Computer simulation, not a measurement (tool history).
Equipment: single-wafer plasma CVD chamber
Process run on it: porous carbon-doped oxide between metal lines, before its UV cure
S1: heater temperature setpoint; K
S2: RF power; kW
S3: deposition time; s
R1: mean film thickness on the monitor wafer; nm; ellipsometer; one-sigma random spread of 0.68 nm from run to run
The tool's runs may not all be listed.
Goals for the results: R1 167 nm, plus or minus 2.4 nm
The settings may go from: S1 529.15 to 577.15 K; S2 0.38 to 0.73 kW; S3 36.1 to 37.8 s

run,hour,S1,S2,S3,R1
1,0,553.15,0.555,37.8,230.03
2,2.5,553.15,0.615,37.8,244.48
3,10.5,556.15,0.585,37.7,233.4
4,15.5,559.15,0.555,37.6,221.16
5,23,561.15,0.53,37.5,209.5
6,24.9,563.15,0.515,37.5,203.27
7,26,565.15,0.5,37.5,197.29
8,30.4,567.15,0.49,37.5,192.82
9,38.5,568.15,0.48,37.5,188.58
10,40.9,577.15,0.42,37.3,162.91

Which of these 4 next moves meets every target?
A,43.3,572.15,0.44,36.1,?
B,43.3,577.15,0.405,37.6,?
C,43.3,577.15,0.415,37.6,?
D,43.3,576.15,0.41,37.3,?

move,R1
A,167.2
B,159.27
C,161.93
D,160.35
A: each result inside its tolerance
B: moves away from the targets compared with the last run
C: moves away from the targets compared with the last run
D: moves away from the targets compared with the last run
A meets every target.

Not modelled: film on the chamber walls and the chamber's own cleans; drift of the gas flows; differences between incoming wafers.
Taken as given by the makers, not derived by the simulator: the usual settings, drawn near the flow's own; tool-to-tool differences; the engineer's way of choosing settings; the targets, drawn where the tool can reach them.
